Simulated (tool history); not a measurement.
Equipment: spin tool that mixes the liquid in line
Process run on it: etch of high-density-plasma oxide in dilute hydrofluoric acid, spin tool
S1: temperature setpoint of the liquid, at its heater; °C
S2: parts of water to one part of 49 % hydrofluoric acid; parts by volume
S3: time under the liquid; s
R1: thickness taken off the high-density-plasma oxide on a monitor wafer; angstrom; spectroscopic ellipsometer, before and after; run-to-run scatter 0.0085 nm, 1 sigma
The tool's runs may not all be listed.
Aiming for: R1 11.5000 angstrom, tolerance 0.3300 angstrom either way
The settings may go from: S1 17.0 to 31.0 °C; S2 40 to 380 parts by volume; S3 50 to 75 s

{"run": 1, "hour": 0.0, "S1": 23.0, "S2": 210, "S3": 75, "R1": 17.409}
{"run": 2, "hour": 6.1, "S1": 21.5, "S2": 220, "S3": 75, "R1": 15.455}
{"run": 3, "hour": 11.8, "S1": 21.5, "S2": 220, "S3": 50, "R1": 10.271}
{"run": 4, "hour": 16.4, "S1": 23.5, "S2": 220, "S3": 50, "R1": 11.274}
{"run": 5, "hour": 17.3, "S1": 20.5, "S2": 220, "S3": 50, "R1": 10.057}
{"run": 6, "hour": 21.8, "S1": 17.5, "S2": 220, "S3": 50, "R1": 8.7597}
{"run": 7, "hour": 22.6, "S1": 19.0, "S2": 220, "S3": 50, "R1": 9.4136}
{"run": 8, "hour": 26.4, "S1": 20.0, "S2": 220, "S3": 50, "R1": 9.8314}
{"run": 9, "hour": 27.4, "S1": 21.0, "S2": 220, "S3": 50, "R1": 9.9708}
{"run": 10, "hour": 28.1, "S1": 25.0, "S2": 215, "S3": 50, "R1": 12.156}
{"run": 11, "hour": 32.0, "S1": 24.5, "S2": 215, "S3": 50, "R1": 11.99}

Which of these 5 next moves meets every target?
{"run": "A", "hour": 35.9, "S1": 25.5, "S2": 210, "S3": 50, "R1": "?"}
{"run": "B", "hour": 35.9, "S1": 24.0, "S2": 270, "S3": 70, "R1": "?"}
{"run": "C", "hour": 35.9, "S1": 25.5, "S2": 275, "S3": 70, "R1": "?"}
{"run": "D", "hour": 35.9, "S1": 26.5, "S2": 225, "S3": 55, "R1": "?"}
{"run": "E", "hour": 35.9, "S1": 21.0, "S2": 260, "S3": 70, "R1": "?"}

move=A R1=12.6190
move=B R1=12.2290
move=C R1=12.5900
move=D R1=13.2060
move=E R1=11.5070
A: misses by more than the last run did
B: misses by more than the last run did
C: misses by more than the last run did
D: misses by more than the last run did
E: each result inside its tolerance
E is the move that brings every result within its allowed miss.

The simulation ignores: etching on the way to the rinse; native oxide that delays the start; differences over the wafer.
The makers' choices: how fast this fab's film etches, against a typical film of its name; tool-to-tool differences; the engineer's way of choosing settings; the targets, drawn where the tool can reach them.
